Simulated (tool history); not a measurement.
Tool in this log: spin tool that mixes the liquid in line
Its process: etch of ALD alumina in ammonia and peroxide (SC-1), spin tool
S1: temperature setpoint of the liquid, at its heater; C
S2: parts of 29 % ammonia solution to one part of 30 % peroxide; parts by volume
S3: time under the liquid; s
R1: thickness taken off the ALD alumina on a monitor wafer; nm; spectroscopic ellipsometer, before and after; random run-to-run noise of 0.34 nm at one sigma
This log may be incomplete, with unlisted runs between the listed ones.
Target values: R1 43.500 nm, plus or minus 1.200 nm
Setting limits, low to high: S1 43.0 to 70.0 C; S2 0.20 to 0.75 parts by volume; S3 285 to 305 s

run 1 hour=0.0 | S1=59.0 S2=0.45 S3=285 | R1=25.781
run 2 hour=5.9 | S1=61.0 S2=0.45 S3=285 | R1=28.070
run 3 hour=13.5 | S1=64.0 S2=0.45 S3=285 | R1=33.130
run 4 hour=18.7 | S1=66.5 S2=0.45 S3=285 | R1=37.140
run 5 hour=21.4 | S1=66.5 S2=0.35 S3=285 | R1=36.398
run 6 hour=26.1 | S1=67.0 S2=0.35 S3=285 | R1=37.630
run 7 hour=34.6 | S1=67.5 S2=0.35 S3=285 | R1=37.739
run 8 hour=36.7 | S1=68.0 S2=0.35 S3=285 | R1=39.402
run 9 hour=42.1 | S1=68.5 S2=0.35 S3=285 | R1=39.634
run 10 hour=49.6 | S1=69.0 S2=0.35 S3=285 | R1=41.314

Pick the move, out of 4, that brings all results within their allowed miss; only one does.
run A hour=57.1 | S1=67.5 S2=0.30 S3=300 | R1=?
run B hour=57.1 | S1=69.0 S2=0.25 S3=285 | R1=?
run C hour=57.1 | S1=69.0 S2=0.40 S3=285 | R1=?
run D hour=57.1 | S1=70.0 S2=0.35 S3=285 | R1=?

move=A R1=39.630
move=B R1=39.802
move=C R1=41.609
move=D R1=43.116
A: misses by more than the last run did
B: misses by more than the last run did
C: gains on the last run, yet a result remains outside its allowed miss
D: hits every target within its allowed miss
So the answer is move D, the one that meets all the targets.
